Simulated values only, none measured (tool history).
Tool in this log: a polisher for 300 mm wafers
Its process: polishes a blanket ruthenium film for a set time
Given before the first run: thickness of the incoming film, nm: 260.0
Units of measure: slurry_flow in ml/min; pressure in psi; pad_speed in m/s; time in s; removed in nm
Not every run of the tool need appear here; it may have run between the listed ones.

run 1 day=0 | slurry_flow=195 pressure=1.6 pad_speed=1.16 time=22 | removed=19.485
run 2 day=0.179 | slurry_flow=195 pressure=1.8 pad_speed=1.16 time=22 | removed=21.745
run 3 day=0.4 | slurry_flow=195 pressure=1.8 pad_speed=0.94 time=22 | removed=18.344
run 4 day=0.471 | slurry_flow=195 pressure=1.8 pad_speed=0.74 time=22 | removed=15.092
run 5 day=0.625 | slurry_flow=195 pressure=1.8 pad_speed=0.74 time=22 | removed=15.325
run 6 day=0.738 | slurry_flow=195 pressure=1.8 pad_speed=0.88 time=22 | removed=17.322
run 7 day=1.083 | slurry_flow=205 pressure=2.3 pad_speed=1.04 time=22 | removed=25.547
run 8 day=1.412 | slurry_flow=205 pressure=2.4 pad_speed=1.06 time=22 | removed=26.991
run 9 day=1.704 | slurry_flow=205 pressure=2.4 pad_speed=1.08 time=22 | removed=27.789
run 10 day=2.046 | slurry_flow=205 pressure=2.4 pad_speed=1.1 time=22 | removed=28.041
run 11 day=2.192 | slurry_flow=205 pressure=2.4 pad_speed=1.12 time=22 | removed=28.273

Expected results for the next run?
run 12 day=2.55 | slurry_flow=205 pressure=2.5 pad_speed=1.14 time=22 | removed=?

removed: 30.547 nm
